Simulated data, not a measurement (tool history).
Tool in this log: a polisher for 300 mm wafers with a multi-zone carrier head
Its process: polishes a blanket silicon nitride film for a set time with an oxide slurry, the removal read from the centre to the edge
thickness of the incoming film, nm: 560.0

run,day,flow of slurry (ml/min),pressure of the head's centre zone,pressure of the head's middle zone,pressure of the head's edge zone,abrasive content of the slurry,polishing time (s),film removed at the wafer's centre (nm),film removed at mid-radius (nm),film removed at the wafer's edge (nm)
1,0.000,160,1.00,1.00,1.00,1.00,80,60.871,60.621,60.373
2,0.188,165,1.03,1.00,1.03,1.10,81,66.164,63.275,65.021
3,0.254,165,1.03,1.00,1.03,1.10,92,73.980,72.144,72.864
4,0.350,135,1.03,1.00,1.03,1.10,92,71.978,69.555,72.479
5,0.708,145,1.06,1.01,1.04,1.15,92,74.763,71.791,73.493
6,1.033,145,1.06,1.01,0.96,1.15,92,75.653,73.413,72.090
7,1.092,155,1.08,1.00,0.97,1.20,92,78.615,73.490,72.551

Run 8 has not been measured yet. What should we expect?
8,1.458,160,1.09,1.00,0.99,1.25,92,?,?,?

Run 8 yielded film removed at the wafer's centre (nm) 80.635, film removed at mid-radius (nm) 75.749, film removed at the wafer's edge (nm) 75.678.
